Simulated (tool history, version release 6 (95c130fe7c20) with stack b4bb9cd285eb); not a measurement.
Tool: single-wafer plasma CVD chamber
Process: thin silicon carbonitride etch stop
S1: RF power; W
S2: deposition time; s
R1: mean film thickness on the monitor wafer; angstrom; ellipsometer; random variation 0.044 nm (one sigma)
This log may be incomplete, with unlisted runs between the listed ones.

{"run": 1, "hour": 0.0, "S1": 175, "S2": 19.1, "R1": 103.94}
{"run": 2, "hour": 4.4, "S1": 160, "S2": 19.1, "R1": 99.16}
{"run": 3, "hour": 8.7, "S1": 150, "S2": 19.1, "R1": 96.531}
{"run": 4, "hour": 12.5, "S1": 160, "S2": 19.3, "R1": 101.39}
{"run": 5, "hour": 14.5, "S1": 170, "S2": 19.5, "R1": 104.4}
{"run": 6, "hour": 16.8, "S1": 180, "S2": 19.5, "R1": 106.86}
{"hour": 19.9, "done": "thermocouple changed; heater temperature recalibrated"}
{"run": 7, "hour": 19.9, "S1": 185, "S2": 19.7, "R1": 110.14}
{"run": 8, "hour": 25.3, "S1": 190, "S2": 19.8, "R1": 111.44}
{"run": 9, "hour": 28.5, "S1": 195, "S2": 19.9, "R1": 113.09}
{"run": 10, "hour": 32.7, "S1": 200, "S2": 20, "R1": 114.92}
{"run": 11, "hour": 40.7, "S1": 205, "S2": 20.1, "R1": 117.1}
{"run": 12, "hour": 42.8, "S1": 205, "S2": 20.2, "R1": 117.31}
{"run": 13, "hour": 49.0, "S1": 205, "S2": 20.3, "R1": 117.59}

Run 14, settings as shown, results not yet in. Your forecast:
{"run": 14, "hour": 53.9, "S1": 205, "S2": 20.4, "R1": "?"}

Run 14 yielded R1 117.6 angstrom.
